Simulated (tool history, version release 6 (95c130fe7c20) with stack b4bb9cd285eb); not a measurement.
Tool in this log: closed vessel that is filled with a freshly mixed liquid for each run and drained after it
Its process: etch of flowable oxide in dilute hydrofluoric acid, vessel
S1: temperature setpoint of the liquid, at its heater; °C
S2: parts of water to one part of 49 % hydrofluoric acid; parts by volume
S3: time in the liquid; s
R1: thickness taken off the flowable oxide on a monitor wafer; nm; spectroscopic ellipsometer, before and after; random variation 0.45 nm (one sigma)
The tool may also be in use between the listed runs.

{"run": 1, "hour": 0.0, "S1": 23, "S2": 110, "S3": 90, "R1": 34.078}
{"run": 2, "hour": 2.5, "S1": 21, "S2": 110, "S3": 90, "R1": 31.333}
{"run": 3, "hour": 5.1, "S1": 18.5, "S2": 110, "S3": 90, "R1": 27.755}
{"run": 4, "hour": 12.6, "S1": 21.5, "S2": 110, "S3": 90, "R1": 31.809}
{"run": 5, "hour": 13.9, "S1": 21.5, "S2": 110, "S3": 95, "R1": 33.798}
{"run": 6, "hour": 16.0, "S1": 19.5, "S2": 110, "S3": 95, "R1": 31.291}

What does the tool deliver on the next run?
{"run": 7, "hour": 20.8, "S1": 22, "S2": 110, "S3": 95, "R1": "?"}

{"run 7": {"R1": 33.819}}
